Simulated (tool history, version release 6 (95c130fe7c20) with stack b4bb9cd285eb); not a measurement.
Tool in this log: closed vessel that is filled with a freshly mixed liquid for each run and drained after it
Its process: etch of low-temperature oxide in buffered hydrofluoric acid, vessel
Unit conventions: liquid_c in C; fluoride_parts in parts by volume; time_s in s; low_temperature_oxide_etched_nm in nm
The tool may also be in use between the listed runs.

run,hour,liquid_c,fluoride_parts,time_s,low_temperature_oxide_etched_nm
1,0.0,23.0,10.0,90,455.45
2,5.3,23.0,8.0,90,550.29
3,12.2,23.0,8.0,95,576.27
4,21.1,22.0,9.0,95,481.73
5,29.7,21.0,9.5,95,447.59
6,33.2,21.0,9.5,90,419.10
7,37.4,20.0,10.0,90,383.98
8,42.7,19.5,10.5,90,353.51
9,48.6,19.0,11.0,90,325.48
10,52.9,18.5,11.0,90,320.91

What will run 11 give?
11,54.7,18.0,11.0,90,?

Run 11 measured low_temperature_oxide_etched_nm 318.45 nm.

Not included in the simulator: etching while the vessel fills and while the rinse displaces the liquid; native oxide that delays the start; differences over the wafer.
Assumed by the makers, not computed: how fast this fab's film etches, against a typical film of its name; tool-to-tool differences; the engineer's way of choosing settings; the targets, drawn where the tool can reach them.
